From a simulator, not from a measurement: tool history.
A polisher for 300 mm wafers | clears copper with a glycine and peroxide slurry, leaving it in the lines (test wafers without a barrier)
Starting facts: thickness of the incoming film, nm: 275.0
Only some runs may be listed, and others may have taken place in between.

run,hour,flow of slurry (ml/min),pressure of the wafer on the pad (psi),speed of the pad under the wafer (cm/s),overpolish time after the end point (s),time until the end point was called (s),dishing of a wide line in a test structure (nm)
1,0.0,310,2.2,84,25,69.896,53.101
2,5.2,310,1.9,84,25,78.337,47.523
3,11.1,310,1.8,82,28,82.183,50.439
4,17.8,310,1.8,64,28,96.286,46.741
5,20.1,270,1.8,64,28,98.536,45.264
6,27.0,270,1.8,64,23,99.879,38.990
7,31.9,270,1.8,64,23,99.268,39.695

Estimate the outcome of run 8 from the log above:
8,34.4,280,1.8,62,25,?,?

{"run 8": {"time until the end point was called (s)": 101.15, "dishing of a wide line in a test structure (nm)": 41.742}}
